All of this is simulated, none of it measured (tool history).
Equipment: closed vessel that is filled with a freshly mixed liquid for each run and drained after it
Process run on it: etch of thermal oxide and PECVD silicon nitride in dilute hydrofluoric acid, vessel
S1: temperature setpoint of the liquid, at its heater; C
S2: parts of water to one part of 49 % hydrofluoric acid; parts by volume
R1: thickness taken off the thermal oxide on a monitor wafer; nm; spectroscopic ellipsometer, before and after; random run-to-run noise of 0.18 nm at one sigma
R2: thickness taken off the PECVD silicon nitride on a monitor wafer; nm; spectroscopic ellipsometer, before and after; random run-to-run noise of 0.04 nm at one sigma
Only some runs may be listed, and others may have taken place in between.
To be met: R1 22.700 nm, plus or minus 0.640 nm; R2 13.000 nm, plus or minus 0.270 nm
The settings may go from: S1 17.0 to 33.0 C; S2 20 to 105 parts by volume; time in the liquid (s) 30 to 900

run 1 hour=0.0 | S1=25.0 S2=55 time_in_the_liquid_(s)=460 | R1=37.867 R2=24.927
run 2 hour=8.9 | S1=23.5 S2=60 time_in_the_liquid_(s)=460 | R1=32.531 R2=20.612
run 3 hour=15.9 | S1=20.5 S2=60 time_in_the_liquid_(s)=460 | R1=28.939 R2=16.912
run 4 hour=17.6 | S1=23.5 S2=60 time_in_the_liquid_(s)=460 | R1=32.750 R2=20.679
run 5 hour=24.7 | S1=23.5 S2=40 time_in_the_liquid_(s)=460 | R1=49.870 R2=30.767
run 6 hour=25.7 | S1=27.0 S2=40 time_in_the_liquid_(s)=460 | R1=57.500 R2=38.848
run 7 hour=29.4 | S1=25.0 S2=45 time_in_the_liquid_(s)=460 | R1=47.190 R2=30.304
run 8 hour=37.8 | S1=21.0 S2=70 time_in_the_liquid_(s)=475 | R1=25.521 R2=15.430
run 9 hour=45.2 | S1=20.5 S2=70 time_in_the_liquid_(s)=475 | R1=25.163 R2=14.962
run 10 hour=50.1 | S1=20.0 S2=70 time_in_the_liquid_(s)=475 | R1=24.638 R2=14.404
run 11 hour=53.1 | S1=19.5 S2=70 time_in_the_liquid_(s)=475 | R1=24.161 R2=14.059
run 12 hour=53.9 | S1=18.5 S2=70 time_in_the_liquid_(s)=480 | R1=23.419 R2=13.134
run 13 hour=59.4 | S1=19.0 S2=70 time_in_the_liquid_(s)=480 | R1=23.918 R2=13.704
run 14 hour=64.0 | S1=19.0 S2=70 time_in_the_liquid_(s)=485 | R1=24.250 R2=13.815

Exactly one of the 4 candidate moves below puts every result within its allowed miss. Which one?
run A hour=68.6 | S1=18.5 S2=85 time_in_the_liquid_(s)=570 | R1=? R2=?
run B hour=68.6 | S1=18.0 S2=75 time_in_the_liquid_(s)=580 | R1=? R2=?
run C hour=68.6 | S1=21.5 S2=65 time_in_the_liquid_(s)=380 | R1=? R2=?
run D hour=68.6 | S1=23.0 S2=70 time_in_the_liquid_(s)=395 | R1=? R2=?

move=A R1=22.211 R2=12.978
move=B R1=25.381 R2=14.405
move=C R1=22.494 R2=13.809
move=D R1=22.933 R2=14.772
A: in spec on every target
B: the biggest miss grows against the last run
C: about the same distance from the targets as the last run
D: the biggest miss grows against the last run
A meets every target.
